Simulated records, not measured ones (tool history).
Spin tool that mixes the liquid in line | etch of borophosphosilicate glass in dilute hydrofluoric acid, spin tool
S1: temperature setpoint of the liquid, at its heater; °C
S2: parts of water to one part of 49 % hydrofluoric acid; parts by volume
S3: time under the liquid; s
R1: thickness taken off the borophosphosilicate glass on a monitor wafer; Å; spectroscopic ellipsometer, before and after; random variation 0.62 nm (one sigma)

Run 1, hour 0: S1 20 °C, S2 75 parts by volume, S3 55 s. Result: R1 377.69 Å.
Run 2, hour 2.1: S1 21.5 °C, S2 75 parts by volume, S3 55 s. Result: R1 403.11 Å.
Run 3, hour 9.9: S1 25 °C, S2 75 parts by volume, S3 55 s. Result: R1 466.83 Å.
Run 4, hour 12.7: S1 25.5 °C, S2 70 parts by volume, S3 55 s. Result: R1 507.54 Å.
Run 5, hour 16.3: S1 25.5 °C, S2 70 parts by volume, S3 55 s. Result: R1 511.17 Å.
Run 6, hour 19.4: S1 26 °C, S2 65 parts by volume, S3 55 s. Result: R1 563.95 Å.
Run 7, hour 24.4: S1 28 °C, S2 40 parts by volume, S3 55 s. Result: R1 1030.2 Å.
Run 8, hour 25.6: S1 27 °C, S2 40 parts by volume, S3 55 s. Result: R1 986.76 Å.
Run 9, hour 33.5: S1 26 °C, S2 40 parts by volume, S3 55 s. Result: R1 962.79 Å.
Run 10, hour 35: S1 26 °C, S2 40 parts by volume, S3 55 s. Result: R1 958.32 Å.

Run 11 comes next. What will it give?
Run 11, hour 36.6: S1 26 °C, S2 40 parts by volume, S3 55 s. Result: R1 ?.

{"run 11": {"R1": 937.93}}

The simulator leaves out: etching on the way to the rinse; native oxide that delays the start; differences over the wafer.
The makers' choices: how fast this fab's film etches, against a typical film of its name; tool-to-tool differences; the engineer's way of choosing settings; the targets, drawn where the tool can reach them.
